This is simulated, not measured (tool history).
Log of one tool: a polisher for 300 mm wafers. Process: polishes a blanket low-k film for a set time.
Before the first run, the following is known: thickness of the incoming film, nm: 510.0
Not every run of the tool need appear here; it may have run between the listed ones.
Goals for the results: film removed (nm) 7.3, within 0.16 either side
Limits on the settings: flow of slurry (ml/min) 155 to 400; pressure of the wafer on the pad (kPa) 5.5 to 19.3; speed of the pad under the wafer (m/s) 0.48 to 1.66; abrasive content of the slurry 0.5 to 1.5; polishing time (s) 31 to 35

| run | hour | flow of slurry (ml/min) | pressure of the wafer on the pad (kPa) | speed of the pad under the wafer (m/s) | abrasive content of the slurry | polishing time (s) | film removed (nm) |
|---|---|---|---|---|---|---|---|
| 1 | 0 | 255 | 12.4 | 1.06 | 1 | 35 | 13.308 |
| 2 | 1.5 | 250 | 11.7 | 1.06 | 1 | 35 | 12.78 |
| 3 | 7.5 | 250 | 11 | 1.04 | 1 | 35 | 12.088 |
| 4 | 13 | 250 | 12.4 | 1.04 | 1 | 35 | 13.311 |
| 5 | 16.2 | 250 | 12.4 | 0.86 | 1 | 35 | 11.393 |
| 6 | 21.1 | 250 | 11.7 | 0.86 | 1 | 35 | 11.11 |
| 7 | 30 | 225 | 8.3 | 0.84 | 1 | 35 | 8.5195 |
| 8 | 33.3 | 225 | 6.9 | 0.84 | 1 | 35 | 7.5668 |
| 9 | 37.3 | 225 | 6.2 | 0.84 | 1 | 35 | 7.1202 |

Pick the move, out of 5, that brings all results within their allowed miss; only one does.
| A | 41.3 | 230 | 6.9 | 0.88 | 0.95 | 32 | ? |
| B | 41.3 | 295 | 6.2 | 0.7 | 1.25 | 34 | ? |
| C | 41.3 | 275 | 7.6 | 0.74 | 0.95 | 35 | ? |
| D | 41.3 | 225 | 6.2 | 0.82 | 0.95 | 35 | ? |
| E | 41.3 | 235 | 5.5 | 0.9 | 1.05 | 33 | ? |

| move | film removed (nm) |
|---|---|
| A | 7.0001 |
| B | 6.9389 |
| C | 7.2992 |
| D | 6.8312 |
| E | 6.8141 |
A: misses by more than the last run did
B: misses by more than the last run did
C: meets every target
D: misses by more than the last run did
E: misses by more than the last run did
C meets every target.
